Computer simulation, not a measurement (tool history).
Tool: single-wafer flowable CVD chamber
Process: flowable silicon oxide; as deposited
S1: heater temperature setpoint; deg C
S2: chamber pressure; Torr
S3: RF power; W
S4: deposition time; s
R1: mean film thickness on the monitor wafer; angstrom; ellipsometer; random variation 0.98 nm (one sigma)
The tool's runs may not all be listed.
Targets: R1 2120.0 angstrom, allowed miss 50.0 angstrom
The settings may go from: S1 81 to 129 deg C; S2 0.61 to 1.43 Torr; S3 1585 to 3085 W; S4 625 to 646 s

run 1 hour=0.0 | S1=105 S2=1.02 S3=2335 S4=625 | R1=4414.4
run 2 hour=1.6 | S1=110 S2=1.02 S3=2335 S4=625 | R1=3818.7
run 3 hour=6.8 | S1=110 S2=1.15 S3=2335 S4=625 | R1=4286.5
run 4 hour=13.1 | S1=110 S2=1.15 S3=2150 S4=625 | R1=4194.0
run 5 hour=22.0 | S1=110 S2=1.15 S3=2390 S4=625 | R1=4312.0
run 6 hour=27.6 | S1=114 S2=1.12 S3=2385 S4=625 | R1=3733.0
run 7 hour=35.4 | S1=117 S2=1.09 S3=2380 S4=625 | R1=3388.5
run 8 hour=38.0 | S1=120 S2=1.05 S3=2370 S4=625 | R1=2991.5

Which of these 5 next moves meets every target?
run A hour=40.6 | S1=110 S2=1.38 S3=1940 S4=646 | R1=?
run B hour=40.6 | S1=104 S2=1.05 S3=2495 S4=646 | R1=?
run C hour=40.6 | S1=121 S2=0.73 S3=2665 S4=625 | R1=?
run D hour=40.6 | S1=116 S2=1.13 S3=2145 S4=625 | R1=?
run E hour=40.6 | S1=113 S2=1.20 S3=2750 S4=646 | R1=?

move=A R1=4955.2
move=B R1=4947.4
move=C R1=2111.0
move=D R1=3512.6
move=E R1=4378.8
A: further off than the last run
B: further off than the last run
C: meets every target
D: further off than the last run
E: further off than the last run
The right move is C.
